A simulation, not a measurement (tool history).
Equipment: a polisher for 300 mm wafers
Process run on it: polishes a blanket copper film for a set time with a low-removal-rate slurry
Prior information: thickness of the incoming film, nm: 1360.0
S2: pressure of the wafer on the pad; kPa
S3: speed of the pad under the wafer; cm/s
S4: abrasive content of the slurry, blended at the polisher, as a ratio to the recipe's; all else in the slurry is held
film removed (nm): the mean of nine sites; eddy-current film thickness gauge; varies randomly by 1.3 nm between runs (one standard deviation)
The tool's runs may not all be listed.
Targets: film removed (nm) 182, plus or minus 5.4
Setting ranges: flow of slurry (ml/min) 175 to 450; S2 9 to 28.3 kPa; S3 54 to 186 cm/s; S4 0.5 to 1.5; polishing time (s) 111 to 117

Run 1, hour 0: flow of slurry (ml/min) 290, S2 18.6 kPa, S3 118 cm/s, S4 1, polishing time (s) 111. Result: film removed (nm) 424.42.
Run 2, hour 6: flow of slurry (ml/min) 290, S2 18.6 kPa, S3 118 cm/s, S4 1, polishing time (s) 111. Result: film removed (nm) 420.39.
Run 3, hour 10.9: flow of slurry (ml/min) 290, S2 15.9 kPa, S3 108 cm/s, S4 1, polishing time (s) 111. Result: film removed (nm) 324.73.
Run 4, hour 16.5: flow of slurry (ml/min) 290, S2 15.9 kPa, S3 108 cm/s, S4 1, polishing time (s) 111. Result: film removed (nm) 332.45.
Run 5, hour 22.7: flow of slurry (ml/min) 290, S2 15.9 kPa, S3 92 cm/s, S4 1, polishing time (s) 111. Result: film removed (nm) 285.11.
Run 6, hour 31.5: flow of slurry (ml/min) 290, S2 13.8 kPa, S3 90 cm/s, S4 1, polishing time (s) 111. Result: film removed (nm) 243.7.
Run 7, hour 37.3: flow of slurry (ml/min) 290, S2 12.4 kPa, S3 90 cm/s, S4 1, polishing time (s) 111. Result: film removed (nm) 216.85.
Run 8, hour 44: flow of slurry (ml/min) 290, S2 11.7 kPa, S3 90 cm/s, S4 1, polishing time (s) 111. Result: film removed (nm) 207.43.
Run 9, hour 46.7: flow of slurry (ml/min) 285, S2 9 kPa, S3 90 cm/s, S4 1, polishing time (s) 111. Result: film removed (nm) 160.4.
Run 10, hour 48.6: flow of slurry (ml/min) 300, S2 9 kPa, S3 90 cm/s, S4 1, polishing time (s) 111. Result: film removed (nm) 161.42.
Run 11, hour 52.8: flow of slurry (ml/min) 300, S2 9.7 kPa, S3 90 cm/s, S4 1, polishing time (s) 111. Result: film removed (nm) 173.03.

4 candidate next runs follow, results not yet known. Just one meets every target within its allowed miss. Identify it.
Run A, hour 57: flow of slurry (ml/min) 320, S2 11 kPa, S3 78 cm/s, S4 0.65, polishing time (s) 116. Result: film removed (nm) ?.
Run B, hour 57: flow of slurry (ml/min) 205, S2 10.3 kPa, S3 98 cm/s, S4 0.7, polishing time (s) 117. Result: film removed (nm) ?.
Run C, hour 57: flow of slurry (ml/min) 245, S2 9.7 kPa, S3 82 cm/s, S4 1.45, polishing time (s) 111. Result: film removed (nm) ?.
Run D, hour 57: flow of slurry (ml/min) 300, S2 10.3 kPa, S3 90 cm/s, S4 0.95, polishing time (s) 111. Result: film removed (nm) ?.

move  film removed (nm)
   A             168.62
   B             190.89
   C             165.17
   D             183.24
A: moves away from the targets compared with the last run
B: the result that was furthest off in the last run now lies on the other side of its target
C: moves away from the targets compared with the last run
D: hits every target within its allowed miss
So the answer is move D, the one that meets all the targets.

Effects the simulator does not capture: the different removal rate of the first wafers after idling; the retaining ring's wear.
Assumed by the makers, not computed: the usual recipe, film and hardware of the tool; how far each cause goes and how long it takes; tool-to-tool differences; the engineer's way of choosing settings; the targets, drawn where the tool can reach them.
